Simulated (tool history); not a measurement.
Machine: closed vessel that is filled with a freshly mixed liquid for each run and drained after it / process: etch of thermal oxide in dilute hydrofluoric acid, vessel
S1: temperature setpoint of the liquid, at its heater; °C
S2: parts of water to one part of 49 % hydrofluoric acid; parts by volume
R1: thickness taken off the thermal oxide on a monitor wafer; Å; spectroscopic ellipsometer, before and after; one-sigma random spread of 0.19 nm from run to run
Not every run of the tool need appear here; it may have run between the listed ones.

{"run": 1, "hour": 0.0, "S1": 24.0, "S2": 255, "time in the liquid (s)": 3210, "R1": 522.79}
{"run": 2, "hour": 5.4, "S1": 24.0, "S2": 255, "time in the liquid (s)": 3415, "R1": 551.84}
{"run": 3, "hour": 7.5, "S1": 24.0, "S2": 200, "time in the liquid (s)": 3415, "R1": 734.16}
{"run": 4, "hour": 13.4, "S1": 24.0, "S2": 140, "time in the liquid (s)": 3415, "R1": 1129.6}
{"run": 5, "hour": 22.9, "S1": 24.0, "S2": 220, "time in the liquid (s)": 3415, "R1": 662.83}
{"run": 6, "hour": 25.4, "S1": 24.0, "S2": 190, "time in the liquid (s)": 3415, "R1": 795.92}
{"run": 7, "hour": 30.7, "S1": 22.0, "S2": 250, "time in the liquid (s)": 3410, "R1": 522.2}
{"run": 8, "hour": 35.2, "S1": 20.5, "S2": 290, "time in the liquid (s)": 3405, "R1": 404.03}
{"run": 9, "hour": 36.8, "S1": 19.5, "S2": 320, "time in the liquid (s)": 3400, "R1": 352.93}
{"run": 10, "hour": 44.0, "S1": 19.0, "S2": 345, "time in the liquid (s)": 3395, "R1": 307.51}

Predict the results of run 11:
{"run": 11, "hour": 51.3, "S1": 18.5, "S2": 365, "time in the liquid (s)": 3395, "R1": "?"}

R1: 285.04 Å
